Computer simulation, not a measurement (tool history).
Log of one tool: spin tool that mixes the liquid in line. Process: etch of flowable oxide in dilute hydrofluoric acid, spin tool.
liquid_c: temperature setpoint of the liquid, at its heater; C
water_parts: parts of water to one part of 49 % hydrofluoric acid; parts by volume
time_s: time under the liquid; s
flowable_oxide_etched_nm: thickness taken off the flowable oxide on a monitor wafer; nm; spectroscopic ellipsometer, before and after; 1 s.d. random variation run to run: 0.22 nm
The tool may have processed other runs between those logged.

run,hour,liquid_c,water_parts,time_s,flowable_oxide_etched_nm
1,0,23,100,50,20.92
2,1.9,23,100,50,20.947
3,6,23,100,55,22.854
4,14.8,24.5,90,55,27.724
5,18.1,27,90,55,30.221
6,24.8,27,115,55,23.035

Predict the results of run 7:
7,25.7,31,75,55,?

{"run 7": {"flowable_oxide_etched_nm": 43.095}}

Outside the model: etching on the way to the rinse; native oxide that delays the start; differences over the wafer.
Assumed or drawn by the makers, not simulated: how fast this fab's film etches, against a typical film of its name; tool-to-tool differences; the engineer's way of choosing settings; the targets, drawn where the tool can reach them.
